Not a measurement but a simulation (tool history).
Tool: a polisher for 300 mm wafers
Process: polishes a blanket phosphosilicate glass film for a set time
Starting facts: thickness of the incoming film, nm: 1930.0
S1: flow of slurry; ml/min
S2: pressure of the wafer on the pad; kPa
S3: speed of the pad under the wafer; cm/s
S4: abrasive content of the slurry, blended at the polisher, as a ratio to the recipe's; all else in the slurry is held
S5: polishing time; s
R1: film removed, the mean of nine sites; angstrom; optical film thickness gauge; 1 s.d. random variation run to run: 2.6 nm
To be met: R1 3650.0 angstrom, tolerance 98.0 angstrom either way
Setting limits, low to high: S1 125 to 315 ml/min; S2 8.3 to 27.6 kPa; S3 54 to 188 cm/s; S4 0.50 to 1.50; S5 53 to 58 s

run,day,S1,S2,S3,S4,S5,R1
1,0.000,205,17.9,120,1.00,58,4742.6
2,0.175,205,15.2,120,1.00,58,4034.1
3,0.296,200,15.2,120,1.00,58,3978.4
4,0.379,200,15.2,120,1.05,58,4098.5
5,0.750,200,11.0,120,1.05,58,3034.7
6,0.833,200,11.0,120,1.05,58,3064.2
7,1.183,205,11.7,120,1.05,58,3199.1
8,1.408,205,12.4,120,1.05,58,3375.2
9,1.600,210,12.4,120,1.05,58,3423.7
10,1.946,215,12.4,120,1.05,58,3409.3
11,2.179,220,12.4,120,1.05,58,3401.1

Which one of the following 4 next-run settings gets every result inside its allowed miss? There is exactly one.
A,2.412,235,11.7,142,1.00,53,?
B,2.412,195,12.4,120,1.10,58,?
C,2.412,190,12.4,158,0.95,56,?
D,2.412,220,12.4,142,1.10,58,?

move,R1
A,3258.8
B,3500.3
C,3710.3
D,3921.1
A: further off than the last run
B: moves toward the targets from the last run without getting all of them in spec
C: every result within its allowed miss
D: takes the biggest miss from the last run beyond its target
Go with C: it meets all targets.
